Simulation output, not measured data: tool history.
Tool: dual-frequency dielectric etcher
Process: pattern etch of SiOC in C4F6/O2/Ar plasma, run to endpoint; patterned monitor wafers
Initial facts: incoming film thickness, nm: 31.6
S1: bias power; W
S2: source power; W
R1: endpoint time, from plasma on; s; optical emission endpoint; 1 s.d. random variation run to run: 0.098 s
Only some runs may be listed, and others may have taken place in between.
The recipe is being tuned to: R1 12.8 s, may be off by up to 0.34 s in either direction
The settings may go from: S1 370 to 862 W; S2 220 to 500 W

run,hour,S1,S2,R1
1,0,616,360,10.981
2,3.7,572,360,11.19
3,7.9,572,410,10.518
4,10.5,520,380,11.135
5,18.8,520,320,12.266
6,25.5,504,320,12.252
7,31.8,437,300,13.201
8,35.3,449,300,13.197

Next run, 4 choices. One meets every target within its allowed miss, the rest don't. Which?
A,38.8,454,280,?
B,38.8,443,320,?
C,38.8,436,290,?
D,38.8,418,290,?

move,R1
A,13.629
B,12.806
C,13.536
D,13.699
A: misses by more than the last run did
B: every result within its allowed miss
C: misses by more than the last run did
D: misses by more than the last run did
Go with B: it meets all targets.
